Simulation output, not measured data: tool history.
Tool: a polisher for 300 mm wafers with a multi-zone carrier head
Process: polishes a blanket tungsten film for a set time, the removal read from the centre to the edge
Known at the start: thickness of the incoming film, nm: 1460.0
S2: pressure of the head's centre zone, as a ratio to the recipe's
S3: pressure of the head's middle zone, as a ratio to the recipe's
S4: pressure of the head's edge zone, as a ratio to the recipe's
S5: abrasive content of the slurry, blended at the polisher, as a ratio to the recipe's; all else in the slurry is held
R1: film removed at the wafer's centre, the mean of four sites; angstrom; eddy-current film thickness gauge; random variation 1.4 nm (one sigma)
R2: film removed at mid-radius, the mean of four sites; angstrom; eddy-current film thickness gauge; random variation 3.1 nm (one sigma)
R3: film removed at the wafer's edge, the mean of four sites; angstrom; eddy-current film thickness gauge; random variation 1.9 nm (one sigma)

{"run": 1, "day": 0.0, "flow of slurry (ml/min)": 235, "S2": 1.0, "S3": 1.0, "S4": 1.0, "S5": 1.0, "polishing time (s)": 68, "R1": 3091.2, "R2": 3061.4, "R3": 3143.8}
{"run": 2, "day": 0.104, "flow of slurry (ml/min)": 235, "S2": 1.05, "S3": 1.0, "S4": 1.0, "S5": 1.0, "polishing time (s)": 68, "R1": 3260.4, "R2": 2986.6, "R3": 3160.8}
{"run": 3, "day": 0.225, "flow of slurry (ml/min)": 195, "S2": 1.05, "S3": 1.0, "S4": 1.0, "S5": 1.0, "polishing time (s)": 68, "R1": 3126.2, "R2": 2989.8, "R3": 3037.4}
{"run": 4, "day": 0.392, "flow of slurry (ml/min)": 195, "S2": 1.05, "S3": 1.0, "S4": 1.0, "S5": 1.0, "polishing time (s)": 85, "R1": 3956.6, "R2": 3733.3, "R3": 3798.0}
{"run": 5, "day": 0.446, "flow of slurry (ml/min)": 190, "S2": 1.02, "S3": 0.99, "S4": 0.98, "S5": 0.95, "polishing time (s)": 81, "R1": 3586.0, "R2": 3452.9, "R3": 3560.1}
{"run": 6, "day": 0.488, "flow of slurry (ml/min)": 190, "S2": 1.02, "S3": 0.99, "S4": 0.98, "S5": 0.95, "polishing time (s)": 64, "R1": 2853.6, "R2": 2742.0, "R3": 2866.7}
{"run": 7, "day": 0.675, "flow of slurry (ml/min)": 185, "S2": 1.0, "S3": 1.0, "S4": 0.97, "S5": 0.9, "polishing time (s)": 62, "R1": 2667.8, "R2": 2640.5, "R3": 2692.5}
{"run": 8, "day": 0.996, "flow of slurry (ml/min)": 180, "S2": 0.98, "S3": 1.0, "S4": 0.96, "S5": 0.85, "polishing time (s)": 62, "R1": 2574.5, "R2": 2623.3, "R3": 2641.5}

Run 9 comes next. What will it give?
{"run": 9, "day": 1.196, "flow of slurry (ml/min)": 165, "S2": 0.88, "S3": 0.92, "S4": 0.86, "S5": 0.6, "polishing time (s)": 58, "R1": "?", "R2": "?", "R3": "?"}

{"run 9": {"R1": 2002.0, "R2": 2141.2, "R3": 2221.7}}

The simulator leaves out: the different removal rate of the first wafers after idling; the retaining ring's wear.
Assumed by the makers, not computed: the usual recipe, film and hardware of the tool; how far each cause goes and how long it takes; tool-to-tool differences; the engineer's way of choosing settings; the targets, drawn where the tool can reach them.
